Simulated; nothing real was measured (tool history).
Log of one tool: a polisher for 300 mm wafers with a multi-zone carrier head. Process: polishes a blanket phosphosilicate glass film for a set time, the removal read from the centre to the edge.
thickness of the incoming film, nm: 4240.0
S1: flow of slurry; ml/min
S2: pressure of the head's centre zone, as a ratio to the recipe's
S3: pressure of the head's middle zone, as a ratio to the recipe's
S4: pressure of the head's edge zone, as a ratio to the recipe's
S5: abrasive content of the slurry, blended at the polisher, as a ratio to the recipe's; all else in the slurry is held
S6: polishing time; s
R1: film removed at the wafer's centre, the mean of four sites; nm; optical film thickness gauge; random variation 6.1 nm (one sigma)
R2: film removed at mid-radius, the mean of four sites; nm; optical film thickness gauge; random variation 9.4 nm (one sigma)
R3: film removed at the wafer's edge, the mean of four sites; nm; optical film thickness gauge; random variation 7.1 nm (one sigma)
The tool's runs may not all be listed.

| run | hour | S1 | S2 | S3 | S4 | S5 | S6 | R1 | R2 | R3 |
|---|---|---|---|---|---|---|---|---|---|---|
| 1 | 0 | 145 | 1 | 1 | 1 | 1 | 71 | 670.11 | 703.1 | 693.79 |
| 2 | 0.7 | 140 | 0.95 | 1.02 | 0.96 | 0.9 | 71 | 617.96 | 665.69 | 628.47 |
| 3 | 3.6 | 140 | 0.95 | 1.06 | 0.96 | 0.9 | 71 | 618.93 | 690.72 | 652.73 |
| 4 | 7.4 | 140 | 0.95 | 1.06 | 0.96 | 0.7 | 71 | 572.76 | 623.94 | 589.89 |
| 5 | 15.6 | 140 | 0.95 | 0.98 | 0.96 | 0.7 | 71 | 564.95 | 591.93 | 585.52 |
| 6 | 24.4 | 140 | 0.95 | 0.92 | 0.96 | 0.7 | 71 | 565.98 | 570.97 | 576.97 |
| 7 | 30 | 135 | 0.9 | 0.99 | 0.95 | 0.7 | 71 | 530.77 | 600.92 | 584.87 |
| 8 | 33.1 | 135 | 0.88 | 1.02 | 0.92 | 0.7 | 71 | 505.29 | 612.69 | 572.58 |

Run 9 comes next. What will it give?
| 9 | 38.5 | 135 | 0.87 | 1.03 | 0.91 | 0.7 | 71 | ? | ? | ? |

{"run 9": {"R1": 510.25, "R2": 614.22, "R3": 574.1}}
